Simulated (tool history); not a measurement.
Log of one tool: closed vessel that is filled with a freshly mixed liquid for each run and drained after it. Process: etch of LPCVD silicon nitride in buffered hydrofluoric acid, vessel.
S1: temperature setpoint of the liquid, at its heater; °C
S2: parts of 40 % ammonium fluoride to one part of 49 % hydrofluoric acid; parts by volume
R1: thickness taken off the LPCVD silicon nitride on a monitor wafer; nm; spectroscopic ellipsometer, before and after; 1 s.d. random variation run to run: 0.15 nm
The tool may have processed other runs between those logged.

{"run": 1, "hour": 0.0, "S1": 23.0, "S2": 13.0, "time in the liquid (s)": 2680, "R1": 27.132}
{"run": 2, "hour": 3.0, "S1": 21.5, "S2": 13.5, "time in the liquid (s)": 2680, "R1": 23.937}
{"run": 3, "hour": 6.7, "S1": 21.5, "S2": 11.5, "time in the liquid (s)": 2680, "R1": 28.437}
{"run": 4, "hour": 10.0, "S1": 21.5, "S2": 14.0, "time in the liquid (s)": 2680, "R1": 23.036}
{"run": 5, "hour": 12.3, "S1": 20.0, "S2": 14.0, "time in the liquid (s)": 2680, "R1": 21.609}
{"run": 6, "hour": 20.7, "S1": 19.0, "S2": 14.0, "time in the liquid (s)": 2680, "R1": 20.224}
{"run": 7, "hour": 24.7, "S1": 18.5, "S2": 14.0, "time in the liquid (s)": 2680, "R1": 19.634}

What will run 8 give?
{"run": 8, "hour": 29.1, "S1": 18.0, "S2": 14.0, "time in the liquid (s)": 2680, "R1": "?"}

Run 8 measured R1 19.250 nm.
